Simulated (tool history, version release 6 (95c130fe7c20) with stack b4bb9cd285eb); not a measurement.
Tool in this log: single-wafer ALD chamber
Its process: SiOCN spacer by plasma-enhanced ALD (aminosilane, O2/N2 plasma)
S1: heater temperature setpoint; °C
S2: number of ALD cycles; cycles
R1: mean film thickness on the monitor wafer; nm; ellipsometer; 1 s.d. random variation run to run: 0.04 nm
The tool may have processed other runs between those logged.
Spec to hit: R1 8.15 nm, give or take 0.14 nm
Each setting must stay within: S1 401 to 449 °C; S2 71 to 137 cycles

{"run": 1, "day": 0.0, "S1": 425, "S2": 104, "R1": 6.2635}
{"run": 2, "day": 0.371, "S1": 425, "S2": 96, "R1": 5.7821}
{"run": 3, "day": 0.542, "S1": 425, "S2": 108, "R1": 6.4188}
{"run": 4, "day": 0.7, "S1": 421, "S2": 108, "R1": 6.5289}
{"run": 5, "day": 0.962, "S1": 419, "S2": 111, "R1": 6.7858}
{"run": 6, "day": 1.15, "S1": 419, "S2": 100, "R1": 6.0931}
{"run": 7, "day": 1.317, "S1": 417, "S2": 104, "R1": 6.413}
{"run": 8, "day": 1.388, "S1": 415, "S2": 107, "R1": 6.6052}
{"run": 9, "day": 1.438, "S1": 414, "S2": 110, "R1": 6.8251}
{"run": 10, "day": 1.708, "S1": 413, "S2": 112, "R1": 6.9789}
{"run": 11, "day": 1.912, "S1": 412, "S2": 114, "R1": 7.174}
{"run": 12, "day": 2.242, "S1": 411, "S2": 116, "R1": 7.2558}
{"run": 13, "day": 2.588, "S1": 410, "S2": 118, "R1": 7.4386}
{"run": 14, "day": 2.625, "S1": 409, "S2": 119, "R1": 7.5665}
{"run": 15, "day": 2.733, "S1": 408, "S2": 120, "R1": 7.5954}
{"run": 16, "day": 3.046, "S1": 407, "S2": 121, "R1": 7.7004}
{"run": 17, "day": 3.408, "S1": 406, "S2": 122, "R1": 7.7879}
{"run": 18, "day": 3.692, "S1": 406, "S2": 123, "R1": 7.8234}

4 candidate next runs follow, results not yet known. Just one meets every target within its allowed miss. Identify it.
{"run": "A", "day": 3.975, "S1": 410, "S2": 129, "R1": "?"}
{"run": "B", "day": 3.975, "S1": 401, "S2": 118, "R1": "?"}
{"run": "C", "day": 3.975, "S1": 404, "S2": 121, "R1": "?"}
{"run": "D", "day": 3.975, "S1": 410, "S2": 120, "R1": "?"}

move=A R1=8.193
move=B R1=7.6763
move=C R1=7.8465
move=D R1=7.6214
A: all results land within tolerance of their targets
B: moves away from the targets compared with the last run
C: closes in on the targets versus the last run, not all within tolerance yet
D: moves away from the targets compared with the last run
Correct choice: A, which meets every target
